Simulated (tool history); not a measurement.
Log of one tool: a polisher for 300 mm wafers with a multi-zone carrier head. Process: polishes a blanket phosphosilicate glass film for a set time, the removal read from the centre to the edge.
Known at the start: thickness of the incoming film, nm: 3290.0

run,day,flow of slurry (ml/min),pressure of the head's centre zone,pressure of the head's middle zone,pressure of the head's edge zone,abrasive content of the slurry,polishing time (s),film removed at the wafer's centre (angstrom),film removed at mid-radius (angstrom),film removed at the wafer's edge (angstrom)
1,0.000,235,1.00,1.00,1.00,1.00,43,2522.5,2483.7,2587.8
2,0.225,235,1.00,0.99,0.98,0.90,43,2361.3,2331.1,2403.5
3,0.338,235,1.00,0.97,0.96,0.85,43,2275.9,2215.7,2357.1
4,0.704,265,1.00,0.97,0.96,0.85,43,2358.6,2244.1,2319.5
5,0.758,275,0.99,0.96,0.94,0.80,43,2190.9,2139.1,2213.5
6,1.029,235,0.99,0.96,0.94,0.80,43,2168.2,2125.3,2226.0
7,1.146,240,0.99,0.95,0.92,0.75,43,2111.3,2001.3,2082.3
8,1.342,240,0.99,0.94,0.90,0.75,43,2106.1,1973.1,2055.2

The next listed run, before its measurement:
9,1.504,240,0.99,0.94,0.89,0.75,43,?,?,?

{"run 9": {"film removed at the wafer's centre (angstrom)": 2056.3, "film removed at mid-radius (angstrom)": 1957.0, "film removed at the wafer's edge (angstrom)": 2076.8}}
